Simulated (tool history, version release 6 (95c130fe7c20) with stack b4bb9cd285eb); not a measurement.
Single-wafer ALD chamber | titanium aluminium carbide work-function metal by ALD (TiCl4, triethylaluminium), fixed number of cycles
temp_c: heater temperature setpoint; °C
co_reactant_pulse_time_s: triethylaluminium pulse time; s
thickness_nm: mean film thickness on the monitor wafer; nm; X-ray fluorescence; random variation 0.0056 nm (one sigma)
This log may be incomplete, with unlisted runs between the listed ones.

run  hour  temp_c  co_reactant_pulse_time_s  thickness_nm
  1     0     275                     15.44        2.0947
  2   4.2     272                     15.26        2.0738
  3   7.5     272                     12.86        2.0542
  4  15.6     270                     12.68        2.0259
  5  20.6     279                     12.68         2.135
  6    26     276                     12.48        2.0871

Run 7 is up next; what results do you expect?
  7  27.4     274                     12.29             ?

thickness_nm: 2.0798 nm
